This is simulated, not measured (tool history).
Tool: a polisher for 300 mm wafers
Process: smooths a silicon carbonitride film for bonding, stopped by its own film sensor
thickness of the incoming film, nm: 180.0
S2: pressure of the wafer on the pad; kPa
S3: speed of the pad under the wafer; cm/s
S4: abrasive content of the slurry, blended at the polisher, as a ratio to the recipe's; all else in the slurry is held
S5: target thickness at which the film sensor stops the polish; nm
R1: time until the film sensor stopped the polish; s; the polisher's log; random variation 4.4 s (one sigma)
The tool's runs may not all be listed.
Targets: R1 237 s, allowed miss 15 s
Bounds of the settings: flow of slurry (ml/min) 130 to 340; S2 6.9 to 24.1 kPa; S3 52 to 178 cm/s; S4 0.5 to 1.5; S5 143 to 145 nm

run 1 day=0 | flow_of_slurry_(ml/min)=220 S2=15.2 S3=114 S4=1 S5=145 | R1=106.86
run 2 day=0.05 | flow_of_slurry_(ml/min)=220 S2=15.2 S3=114 S4=1.15 S5=145 | R1=102.04
run 3 day=0.208 | flow_of_slurry_(ml/min)=220 S2=13.1 S3=104 S4=1.15 S5=145 | R1=128.31
run 4 day=0.321 | flow_of_slurry_(ml/min)=220 S2=11.7 S3=98 S4=1.15 S5=145 | R1=147.65
run 5 day=0.542 | flow_of_slurry_(ml/min)=220 S2=14.5 S3=98 S4=1.15 S5=145 | R1=120.74
run 6 day=0.592 | flow_of_slurry_(ml/min)=220 S2=12.4 S3=92 S4=1.15 S5=145 | R1=146.3
run 7 day=0.808 | flow_of_slurry_(ml/min)=220 S2=11 S3=88 S4=1.15 S5=145 | R1=173.62
run 8 day=0.904 | flow_of_slurry_(ml/min)=220 S2=10.3 S3=88 S4=1.15 S5=145 | R1=181.44
run 9 day=1.242 | flow_of_slurry_(ml/min)=220 S2=6.9 S3=80 S4=1.15 S5=145 | R1=298.99
run 10 day=1.425 | flow_of_slurry_(ml/min)=220 S2=7.6 S3=80 S4=1.15 S5=145 | R1=265.66

Which of these 4 next moves meets every target?
run A day=1.608 | flow_of_slurry_(ml/min)=215 S2=11 S3=74 S4=1.2 S5=143 | R1=?
run B day=1.608 | flow_of_slurry_(ml/min)=205 S2=9.7 S3=82 S4=1 S5=143 | R1=?
run C day=1.608 | flow_of_slurry_(ml/min)=170 S2=10.3 S3=84 S4=1.15 S5=144 | R1=?
run D day=1.608 | flow_of_slurry_(ml/min)=250 S2=9.7 S3=82 S4=1.1 S5=145 | R1=?

move=A R1=207.29
move=B R1=236.9
move=C R1=204.76
move=D R1=209.15
A: takes the result that was furthest off past its target
B: meets every target
C: takes the result that was furthest off past its target
D: takes the result that was furthest off past its target
Answer: B
